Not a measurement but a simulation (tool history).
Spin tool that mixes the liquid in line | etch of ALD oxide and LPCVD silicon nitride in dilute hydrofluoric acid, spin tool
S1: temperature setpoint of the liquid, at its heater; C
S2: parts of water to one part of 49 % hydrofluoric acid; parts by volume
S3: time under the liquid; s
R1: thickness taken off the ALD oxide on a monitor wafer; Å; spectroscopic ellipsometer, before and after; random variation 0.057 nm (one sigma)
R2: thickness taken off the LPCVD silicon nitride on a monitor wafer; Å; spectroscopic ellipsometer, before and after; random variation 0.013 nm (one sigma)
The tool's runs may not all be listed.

run 1 hour=0 | S1=25 S2=235 S3=95 | R1=113.12 R2=1.9448
run 2 hour=3.8 | S1=24.5 S2=245 S3=95 | R1=105.71 R2=2.2199
run 3 hour=7.7 | S1=22.5 S2=245 S3=95 | R1=100.67 R2=1.4306
run 4 hour=9.5 | S1=22.5 S2=255 S3=95 | R1=93.859 R2=1.7522
run 5 hour=11.7 | S1=22 S2=260 S3=95 | R1=90.389 R2=1.6903
run 6 hour=15 | S1=21.5 S2=265 S3=95 | R1=86.509 R2=1.4252
run 7 hour=18.1 | S1=21 S2=270 S3=95 | R1=83.782 R2=1.2285
run 8 hour=23.7 | S1=21 S2=275 S3=95 | R1=81.707 R2=1.6342

Run 9 comes next. What will it give?
run 9 hour=32.5 | S1=21 S2=275 S3=95 | R1=? R2=?

{"run 9": {"R1": 79.331, "R2": 1.285}}
